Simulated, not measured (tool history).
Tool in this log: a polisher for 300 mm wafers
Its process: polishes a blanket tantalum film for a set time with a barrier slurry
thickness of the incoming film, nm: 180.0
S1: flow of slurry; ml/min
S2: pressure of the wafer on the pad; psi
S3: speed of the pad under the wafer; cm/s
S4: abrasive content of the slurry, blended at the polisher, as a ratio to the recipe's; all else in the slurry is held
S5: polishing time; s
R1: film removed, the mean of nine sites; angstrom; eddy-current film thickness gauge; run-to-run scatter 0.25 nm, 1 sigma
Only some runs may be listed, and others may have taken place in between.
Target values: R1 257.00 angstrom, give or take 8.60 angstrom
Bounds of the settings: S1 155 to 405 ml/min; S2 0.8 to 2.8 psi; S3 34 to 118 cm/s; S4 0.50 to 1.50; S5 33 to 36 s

run  hour   S1   S2   S3    S4  S5      R1
  1   0.0  260  1.8   76  1.00  36  398.33
  2   6.8  260  1.8   76  0.85  36  377.26
  3  11.7  260  1.8   76  0.85  36  371.64
  4  17.1  260  1.8   88  0.85  36  427.36
  5  23.7  260  1.7   88  0.85  36  414.05
  6  26.2  260  1.7  102  0.85  36  481.98
  7  27.7  260  1.6  100  0.85  36  451.86
  8  36.0  260  1.5   98  0.85  36  417.55
  9  41.5  260  1.4   96  0.85  36  394.53
 10  44.9  260  1.4   96  0.85  36  395.33
 11  51.3  260  1.3   94  0.85  36  365.90
 12  52.7  260  1.2   92  0.85  36  339.90
 13  60.4  260  1.0   88  0.85  36  295.25
 14  62.3  260  0.9   86  0.85  36  274.70

Which of these 4 next moves meets every target?
  A  64.2  235  1.1  70  0.90  33   ?
  B  64.2  285  0.9  84  0.85  34   ?
  C  64.2  215  0.9  80  0.90  33   ?
  D  64.2  255  0.8  90  0.70  36   ?

move      R1
   A  233.85
   B  255.58
   C  236.08
   D  236.69
A: the result that was furthest off in the last run now lies on the other side of its target
B: hits every target within its allowed miss
C: the result that was furthest off in the last run now lies on the other side of its target
D: the result that was furthest off in the last run now lies on the other side of its target
B is the move that brings every result within its allowed miss.

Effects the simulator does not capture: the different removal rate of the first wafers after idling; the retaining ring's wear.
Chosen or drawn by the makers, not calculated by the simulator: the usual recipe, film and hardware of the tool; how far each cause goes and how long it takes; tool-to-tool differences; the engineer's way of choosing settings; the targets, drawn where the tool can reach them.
